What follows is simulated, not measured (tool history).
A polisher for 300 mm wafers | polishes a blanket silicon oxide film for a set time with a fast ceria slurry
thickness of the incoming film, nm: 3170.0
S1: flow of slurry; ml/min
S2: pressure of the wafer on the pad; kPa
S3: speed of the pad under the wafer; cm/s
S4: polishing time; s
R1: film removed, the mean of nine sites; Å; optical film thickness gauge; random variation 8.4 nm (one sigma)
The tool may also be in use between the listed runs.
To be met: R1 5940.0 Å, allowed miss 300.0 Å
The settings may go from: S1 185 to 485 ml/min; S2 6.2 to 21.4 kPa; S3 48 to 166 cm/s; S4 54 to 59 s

{"run": 1, "hour": 0.0, "S1": 310, "S2": 13.8, "S3": 106, "S4": 59, "R1": 8048.0}
{"run": 2, "hour": 2.1, "S1": 255, "S2": 13.8, "S3": 106, "S4": 59, "R1": 7571.3}
{"run": 3, "hour": 5.1, "S1": 255, "S2": 13.8, "S3": 124, "S4": 59, "R1": 8829.5}
{"run": 4, "hour": 13.0, "S1": 255, "S2": 13.8, "S3": 124, "S4": 59, "R1": 8760.1}
{"run": 5, "hour": 19.0, "S1": 250, "S2": 13.1, "S3": 124, "S4": 59, "R1": 8363.3}
{"run": 6, "hour": 24.4, "S1": 250, "S2": 15.9, "S3": 124, "S4": 59, "R1": 10013.0}
{"run": 7, "hour": 32.5, "S1": 245, "S2": 14.5, "S3": 122, "S4": 59, "R1": 9110.3}
{"run": 8, "hour": 38.3, "S1": 245, "S2": 13.1, "S3": 122, "S4": 59, "R1": 8110.6}
{"run": 9, "hour": 41.5, "S1": 240, "S2": 12.4, "S3": 122, "S4": 59, "R1": 7873.8}
{"run": 10, "hour": 42.4, "S1": 240, "S2": 8.3, "S3": 118, "S4": 59, "R1": 5119.9}
{"run": 11, "hour": 47.8, "S1": 245, "S2": 8.3, "S3": 118, "S4": 59, "R1": 5239.2}
{"run": 12, "hour": 54.8, "S1": 250, "S2": 8.3, "S3": 118, "S4": 59, "R1": 5168.9}
{"run": 13, "hour": 62.1, "S1": 255, "S2": 8.3, "S3": 118, "S4": 59, "R1": 5167.9}
{"run": 14, "hour": 65.8, "S1": 260, "S2": 9.0, "S3": 118, "S4": 59, "R1": 5571.0}
{"run": 15, "hour": 68.5, "S1": 265, "S2": 9.0, "S3": 118, "S4": 59, "R1": 5474.6}

5 next moves are on the table. One of them brings every result within its allowed miss. Which?
{"run": "A", "hour": 71.2, "S1": 220, "S2": 7.6, "S3": 134, "S4": 55, "R1": "?"}
{"run": "B", "hour": 71.2, "S1": 250, "S2": 9.0, "S3": 124, "S4": 54, "R1": "?"}
{"run": "C", "hour": 71.2, "S1": 270, "S2": 9.0, "S3": 112, "S4": 59, "R1": "?"}
{"run": "D", "hour": 71.2, "S1": 235, "S2": 9.7, "S3": 106, "S4": 54, "R1": "?"}
{"run": "E", "hour": 71.2, "S1": 250, "S2": 14.5, "S3": 76, "S4": 58, "R1": "?"}

move=A R1=4845.5
move=B R1=5288.6
move=C R1=5342.2
move=D R1=4945.2
move=E R1=6049.7
A: further off than the last run
B: further off than the last run
C: further off than the last run
D: further off than the last run
E: meets every target
Answer: E

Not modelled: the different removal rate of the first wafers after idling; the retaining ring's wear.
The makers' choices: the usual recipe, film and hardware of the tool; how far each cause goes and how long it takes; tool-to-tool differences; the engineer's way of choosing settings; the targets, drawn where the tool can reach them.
